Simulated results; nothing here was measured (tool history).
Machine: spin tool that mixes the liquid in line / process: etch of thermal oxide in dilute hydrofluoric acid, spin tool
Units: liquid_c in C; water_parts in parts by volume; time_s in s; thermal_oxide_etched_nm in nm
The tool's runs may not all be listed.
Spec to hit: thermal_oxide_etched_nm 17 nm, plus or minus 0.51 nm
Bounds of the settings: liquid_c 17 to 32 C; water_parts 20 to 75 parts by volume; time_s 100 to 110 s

run    day  liquid_c  water_parts  time_s  thermal_oxide_etched_nm
  1      0        24           45     100                   10.739
  2    0.3        24           55     100                   8.7366
  3  0.396        24           50     100                   9.6885
  4  0.767      25.5           50     100                    10.31
  5  0.933      26.5           50     100                   10.735
  6  1.092      24.5           50     100                    9.856
  7  1.175      25.5           50     100                   10.221
  8  1.258      29.5           35     100                   17.643

Which single option among these 4 for the next run brings every result within its allowed miss of target? Just one does.
  A  1.342      29.5           35     105                        ?
  B  1.342      28.5           35     100                        ?
  C  1.342        26           30     100                        ?
  D  1.342      30.5           35     100                        ?

move  thermal_oxide_etched_nm
   A                    18.31
   B                   16.753
   C                   17.782
   D                   18.147
A: the biggest miss grows against the last run
B: in spec on every target
C: the biggest miss grows against the last run
D: the biggest miss grows against the last run
The move that meets every target is B.
